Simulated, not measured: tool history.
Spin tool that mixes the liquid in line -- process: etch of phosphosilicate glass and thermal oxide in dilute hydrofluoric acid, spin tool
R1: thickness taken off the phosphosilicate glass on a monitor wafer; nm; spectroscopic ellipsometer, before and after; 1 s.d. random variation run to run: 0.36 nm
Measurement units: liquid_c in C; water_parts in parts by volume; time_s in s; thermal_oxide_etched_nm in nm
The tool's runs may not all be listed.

Run 1, hour 0.0: liquid_c 21.0 C, water_parts 115 parts by volume, time_s 30 s. Result: R1 22.657 nm, thermal_oxide_etched_nm 1.11050 nm.
Run 2, hour 8.4: liquid_c 21.0 C, water_parts 115 parts by volume, time_s 25 s. Result: R1 19.095 nm, thermal_oxide_etched_nm 0.90653 nm.
Run 3, hour 10.0: liquid_c 23.5 C, water_parts 115 parts by volume, time_s 25 s. Result: R1 20.898 nm, thermal_oxide_etched_nm 1.04110 nm.
Run 4, hour 14.1: liquid_c 24.5 C, water_parts 100 parts by volume, time_s 25 s. Result: R1 25.501 nm, thermal_oxide_etched_nm 1.20980 nm.
Run 5, hour 17.3: liquid_c 25.5 C, water_parts 90 parts by volume, time_s 25 s. Result: R1 29.540 nm, thermal_oxide_etched_nm 1.42900 nm.
Run 6, hour 19.2: liquid_c 25.5 C, water_parts 110 parts by volume, time_s 25 s. Result: R1 23.738 nm, thermal_oxide_etched_nm 1.15680 nm.
Run 7, hour 24.0: liquid_c 26.0 C, water_parts 100 parts by volume, time_s 25 s. Result: R1 27.084 nm, thermal_oxide_etched_nm 1.37920 nm.
Run 8, hour 29.9: liquid_c 28.0 C, water_parts 50 parts by volume, time_s 25 s. Result: R1 62.018 nm, thermal_oxide_etched_nm 3.00350 nm.
Run 9, hour 36.4: liquid_c 24.0 C, water_parts 50 parts by volume, time_s 25 s. Result: R1 53.780 nm, thermal_oxide_etched_nm 2.64680 nm.
Run 10, hour 37.8: liquid_c 23.5 C, water_parts 50 parts by volume, time_s 25 s. Result: R1 52.541 nm, thermal_oxide_etched_nm 2.40700 nm.
Run 11, hour 43.4: liquid_c 23.0 C, water_parts 55 parts by volume, time_s 25 s. Result: R1 46.008 nm, thermal_oxide_etched_nm 2.17210 nm.
Run 12, hour 44.1: liquid_c 23.5 C, water_parts 55 parts by volume, time_s 25 s. Result: R1 46.512 nm, thermal_oxide_etched_nm 2.18670 nm.

Run 13 is up next; what results do you expect?
Run 13, hour 46.7: liquid_c 24.0 C, water_parts 55 parts by volume, time_s 25 s. Result: R1 ?, thermal_oxide_etched_nm ?.

{"run 13": {"R1": 48.091, "thermal_oxide_etched_nm": 2.2702}}
